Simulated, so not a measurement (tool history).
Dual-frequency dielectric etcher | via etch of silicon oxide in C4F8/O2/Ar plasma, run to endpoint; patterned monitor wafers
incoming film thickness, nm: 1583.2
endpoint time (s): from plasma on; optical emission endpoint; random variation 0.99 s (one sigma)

run  hour  source power (W)  bias power (W)  endpoint time (s)
  1   0.0              1950            2090             317.47
  2   1.4              1700            2090             334.45
  3   3.2              1940            2090             317.12
  4   8.3              1940            2465             301.30
  5  15.3              2210            2465             286.19
  6  22.2              2210            2632             279.92
  7  30.6              2270            2647             276.22
  8  38.6              2310            2658             272.69
  9  41.7              2310            2658             272.78

The next listed run, before its measurement:
 10  42.6              2340            2664                  ?

{"run 10": {"endpoint time (s)": 270.99}}
